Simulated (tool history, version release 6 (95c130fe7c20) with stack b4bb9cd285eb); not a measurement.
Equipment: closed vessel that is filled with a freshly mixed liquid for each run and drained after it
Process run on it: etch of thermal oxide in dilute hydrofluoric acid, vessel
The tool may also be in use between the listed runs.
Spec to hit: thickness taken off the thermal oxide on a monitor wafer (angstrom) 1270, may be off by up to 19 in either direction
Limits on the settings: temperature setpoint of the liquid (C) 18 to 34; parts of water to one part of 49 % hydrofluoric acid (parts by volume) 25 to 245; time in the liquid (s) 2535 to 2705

run,hour,temperature setpoint of the liquid (C),parts of water to one part of 49 % hydrofluoric acid (parts by volume),time in the liquid (s),thickness taken off the thermal oxide on a monitor wafer (angstrom)
1,0,26,135,2535,879.75
2,6.8,26,135,2535,884.99
3,14.7,28,135,2535,960.05
4,22.8,28,90,2535,1519.3
5,27.6,28,90,2705,1616
6,30,28,65,2705,2306.2
7,36.1,25.5,75,2705,1810.1
8,39.8,23.5,75,2705,1666.4
9,43.9,22,75,2705,1559.6
10,50.2,21,75,2705,1496.9
11,53.5,20,75,2705,1442.2
12,60.3,19.5,75,2705,1407.4
13,64.6,19,75,2705,1384.1
14,70.6,18.5,75,2705,1356.9
15,74.3,18,80,2705,1230.9

Which one of the following 5 next-run settings gets every result inside its allowed miss? There is exactly one.
A,78,19,80,2690,?
B,78,20.5,85,2620,?
C,78,18,80,2540,?
D,78,18,80,2600,?
E,78,18,80,2660,?

move,thickness taken off the thermal oxide on a monitor wafer (angstrom)
A,1271.5
B,1233.6
C,1151
D,1178.2
E,1205.4
A: each result inside its tolerance
B: better than the last run, though not everything is in spec
C: lands further from the targets than the last run did
D: lands further from the targets than the last run did
E: lands further from the targets than the last run did
Move A is the one to make.

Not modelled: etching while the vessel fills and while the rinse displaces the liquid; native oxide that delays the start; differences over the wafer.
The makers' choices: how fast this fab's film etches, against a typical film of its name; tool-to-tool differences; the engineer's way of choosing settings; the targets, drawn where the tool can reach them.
